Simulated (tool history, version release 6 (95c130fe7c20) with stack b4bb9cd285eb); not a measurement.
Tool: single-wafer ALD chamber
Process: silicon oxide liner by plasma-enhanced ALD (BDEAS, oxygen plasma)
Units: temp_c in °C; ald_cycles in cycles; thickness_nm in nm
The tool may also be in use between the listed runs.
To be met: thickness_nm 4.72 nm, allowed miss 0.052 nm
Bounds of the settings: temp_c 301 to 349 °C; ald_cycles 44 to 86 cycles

run 1 hour=0 | temp_c=325 ald_cycles=65 | thickness_nm=6.2003
run 2 hour=8.5 | temp_c=325 ald_cycles=71 | thickness_nm=6.7128
run 3 hour=15 | temp_c=327 ald_cycles=66 | thickness_nm=6.2542
run 4 hour=20 | temp_c=327 ald_cycles=59 | thickness_nm=5.5889
run 5 hour=21.8 | temp_c=319 ald_cycles=59 | thickness_nm=5.6346
run 6 hour=26.5 | temp_c=319 ald_cycles=57 | thickness_nm=5.4285
run 7 hour=34.9 | temp_c=319 ald_cycles=55 | thickness_nm=5.2721
run 8 hour=43.2 | temp_c=331 ald_cycles=47 | thickness_nm=4.4317
run 9 hour=51.7 | temp_c=319 ald_cycles=48 | thickness_nm=4.6157

5 next moves are on the table. One of them brings every result within its allowed miss. Which?
run A hour=60.2 | temp_c=306 ald_cycles=48 | thickness_nm=?
run B hour=60.2 | temp_c=328 ald_cycles=48 | thickness_nm=?
run C hour=60.2 | temp_c=308 ald_cycles=46 | thickness_nm=?
run D hour=60.2 | temp_c=306 ald_cycles=46 | thickness_nm=?
run E hour=60.2 | temp_c=316 ald_cycles=46 | thickness_nm=?

move=A thickness_nm=4.6978
move=B thickness_nm=4.5323
move=C thickness_nm=4.4876
move=D thickness_nm=4.502
move=E thickness_nm=4.4299
A: meets every target
B: further off than the last run
C: further off than the last run
D: further off than the last run
E: further off than the last run
Move A is the one to make.
